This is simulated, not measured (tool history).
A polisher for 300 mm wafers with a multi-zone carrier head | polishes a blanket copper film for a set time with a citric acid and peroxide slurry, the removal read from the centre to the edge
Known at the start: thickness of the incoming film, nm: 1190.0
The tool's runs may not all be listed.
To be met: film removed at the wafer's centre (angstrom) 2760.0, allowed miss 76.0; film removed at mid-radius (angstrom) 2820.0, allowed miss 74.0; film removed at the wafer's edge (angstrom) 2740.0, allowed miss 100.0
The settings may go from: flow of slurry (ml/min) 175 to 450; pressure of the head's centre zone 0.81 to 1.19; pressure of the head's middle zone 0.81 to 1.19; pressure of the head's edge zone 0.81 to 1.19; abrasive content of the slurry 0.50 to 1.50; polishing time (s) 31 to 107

run	hour	flow of slurry (ml/min)	pressure of the head's centre zone	pressure of the head's middle zone	pressure of the head's edge zone	abrasive content of the slurry	polishing time (s)	film removed at the wafer's centre (angstrom)	film removed at mid-radius (angstrom)	film removed at the wafer's edge (angstrom)
1	0.0	290	1.00	1.00	1.00	1.00	69	2385.8	2380.8	2393.1
2	3.2	240	1.00	1.00	1.00	1.00	69	2326.5	2365.6	2391.3
3	5.1	245	1.03	1.04	1.05	1.10	69	2428.5	2484.2	2404.5
4	12.7	255	1.03	1.04	1.07	1.25	70	2547.4	2553.1	2552.5
5	14.9	270	1.03	1.06	1.09	1.30	70	2581.7	2627.8	2597.1
6	18.5	290	1.04	1.07	1.11	1.35	70	2582.8	2664.4	2654.2
7	20.0	295	1.05	1.08	1.12	1.40	70	2671.3	2753.5	2701.8
8	23.5	300	1.06	1.08	1.12	1.40	70	2702.7	2685.0	2652.9

4 next moves are on the table. One of them brings every result within its allowed miss. Which?
A	27.0	310	1.03	0.95	1.11	1.35	71	?	?	?
B	27.0	320	1.05	1.06	1.09	1.40	73	?	?	?
C	27.0	370	1.03	1.00	1.11	1.50	69	?	?	?
D	27.0	180	0.97	0.96	1.19	1.45	75	?	?	?

move	film removed at the wafer's centre (angstrom)	film removed at mid-radius (angstrom)	film removed at the wafer's edge (angstrom)
A	2643.8	2442.0	2738.7
B	2789.2	2776.6	2811.0
C	2652.0	2553.0	2732.2
D	2536.8	2502.7	2903.7
A: further off than the last run
B: meets every target
C: further off than the last run
D: further off than the last run
Move B is the one to make.

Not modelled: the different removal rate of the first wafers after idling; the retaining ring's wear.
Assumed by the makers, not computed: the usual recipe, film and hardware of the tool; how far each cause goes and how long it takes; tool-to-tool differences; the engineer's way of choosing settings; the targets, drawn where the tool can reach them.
